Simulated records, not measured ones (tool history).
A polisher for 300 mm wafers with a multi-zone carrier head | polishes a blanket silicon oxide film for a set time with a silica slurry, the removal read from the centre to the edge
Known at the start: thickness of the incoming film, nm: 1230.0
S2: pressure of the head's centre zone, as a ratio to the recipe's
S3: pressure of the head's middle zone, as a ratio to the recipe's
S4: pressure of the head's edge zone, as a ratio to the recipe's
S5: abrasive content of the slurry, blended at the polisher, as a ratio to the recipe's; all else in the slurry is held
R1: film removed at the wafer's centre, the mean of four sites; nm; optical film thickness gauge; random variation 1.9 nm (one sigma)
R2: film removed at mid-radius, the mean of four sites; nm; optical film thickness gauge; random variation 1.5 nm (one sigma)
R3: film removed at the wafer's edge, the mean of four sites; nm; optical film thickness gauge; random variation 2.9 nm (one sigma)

run 1 hour=0.0 | flow_of_slurry_(ml/min)=255 S2=1.00 S3=1.00 S4=1.00 S5=1.00 polishing_time_(s)=68 | R1=218.89 R2=216.15 R3=230.19
run 2 hour=6.5 | flow_of_slurry_(ml/min)=255 S2=1.00 S3=1.04 S4=1.00 S5=1.00 polishing_time_(s)=68 | R1=218.04 R2=225.83 R3=224.48
run 3 hour=14.8 | flow_of_slurry_(ml/min)=250 S2=1.03 S3=1.01 S4=0.96 S5=0.95 polishing_time_(s)=68 | R1=221.00 R2=215.68 R3=211.53
run 4 hour=20.2 | flow_of_slurry_(ml/min)=195 S2=1.03 S3=1.01 S4=0.96 S5=0.95 polishing_time_(s)=68 | R1=211.49 R2=206.05 R3=201.78
run 5 hour=27.0 | flow_of_slurry_(ml/min)=195 S2=1.03 S3=1.01 S4=1.01 S5=0.95 polishing_time_(s)=68 | R1=213.23 R2=211.51 R3=217.77
run 6 hour=35.2 | flow_of_slurry_(ml/min)=190 S2=1.05 S3=0.98 S4=0.98 S5=0.95 polishing_time_(s)=68 | R1=216.93 R2=205.43 R3=212.98
run 7 hour=36.1 | flow_of_slurry_(ml/min)=185 S2=1.06 S3=0.95 S4=0.95 S5=0.95 polishing_time_(s)=68 | R1=212.59 R2=199.09 R3=204.15

Forecast run 8:
run 8 hour=40.7 | flow_of_slurry_(ml/min)=185 S2=1.09 S3=0.92 S4=0.93 S5=0.95 polishing_time_(s)=68 | R1=? R2=? R3=?

Run 8 gave R1 222.80 nm, R2 194.56 nm, R3 203.92 nm.

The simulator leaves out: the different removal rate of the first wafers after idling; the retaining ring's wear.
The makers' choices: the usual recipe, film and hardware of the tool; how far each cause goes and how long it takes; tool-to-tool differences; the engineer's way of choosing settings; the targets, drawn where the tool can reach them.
